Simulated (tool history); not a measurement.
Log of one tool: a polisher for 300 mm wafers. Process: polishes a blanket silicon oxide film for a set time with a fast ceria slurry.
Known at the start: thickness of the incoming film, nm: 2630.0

run	hour	flow of slurry (ml/min)	pressure of the wafer on the pad (kPa)	speed of the pad under the wafer (m/s)	polishing time (s)	film removed (nm)
1	0.0	270	20.7	1.28	58	1358.8
2	6.0	245	20.7	1.28	58	1353.1
3	6.6	245	20.7	1.28	61	1413.2
4	7.2	245	18.6	1.20	61	1227.2
5	14.4	245	18.6	1.20	58	1190.9
6	21.1	300	18.6	1.20	58	1238.9

Run 7 comes next. What will it give?
7	22.8	285	16.5	1.12	58	?

{"run 7": {"film removed (nm)": 1033.6}}
